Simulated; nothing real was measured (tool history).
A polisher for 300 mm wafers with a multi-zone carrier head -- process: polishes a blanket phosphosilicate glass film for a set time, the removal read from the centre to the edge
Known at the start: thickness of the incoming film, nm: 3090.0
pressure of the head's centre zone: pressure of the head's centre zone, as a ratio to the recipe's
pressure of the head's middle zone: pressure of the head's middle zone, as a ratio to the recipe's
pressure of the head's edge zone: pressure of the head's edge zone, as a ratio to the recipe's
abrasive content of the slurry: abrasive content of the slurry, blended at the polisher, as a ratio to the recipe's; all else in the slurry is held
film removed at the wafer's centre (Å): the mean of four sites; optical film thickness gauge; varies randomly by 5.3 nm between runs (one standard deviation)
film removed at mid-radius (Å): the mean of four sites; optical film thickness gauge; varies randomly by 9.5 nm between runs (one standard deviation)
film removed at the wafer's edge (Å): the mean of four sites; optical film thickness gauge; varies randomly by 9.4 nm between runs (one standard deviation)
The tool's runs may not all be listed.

run,hour,flow of slurry (ml/min),pressure of the head's centre zone,pressure of the head's middle zone,pressure of the head's edge zone,abrasive content of the slurry,polishing time (s),film removed at the wafer's centre (Å),film removed at mid-radius (Å),film removed at the wafer's edge (Å)
1,0,220,1,1,1,1,81,7022.9,6992.8,6999.6
2,1.4,215,0.99,1.01,1,1,81,6970.6,7004.2,7054.8
3,8.7,195,0.99,1.01,1,1,81,6854.6,6662.6,6846.3
4,10.6,200,0.98,1.02,1,1,81,6856.2,6883.2,7110
# hour 13.6: worn pad replaced by a new one
5,13.6,200,0.98,1.02,1.07,1,81,7601.6,7925.6,8108.9
6,19.6,200,0.98,1.02,1.07,1,101,9533.3,9772.3,10088
7,21.2,205,0.96,1.02,1.05,1,101,9375.6,9614.9,10034
8,28.6,210,0.95,1.03,1.03,0.95,101,9154.8,9465.1,9624.5
9,32.4,210,0.95,1.03,1.03,0.95,101,8978.8,9642.1,9618.6
10,36.3,210,0.94,1.02,1.01,0.9,101,8782.2,9264.3,9519.2
11,45.3,210,0.93,1.03,0.99,0.85,100,8379.6,8917.5,9039.3
12,52.1,215,0.92,1.03,0.97,0.8,100,8183.8,8809.3,8555.8

The next listed run, before its measurement:
13,57.3,210,0.91,1.03,0.96,0.75,100,?,?,?

{"run 13": {"film removed at the wafer's centre (Å)": 7614.7, "film removed at mid-radius (Å)": 8442.3, "film removed at the wafer's edge (Å)": 8472.8}}
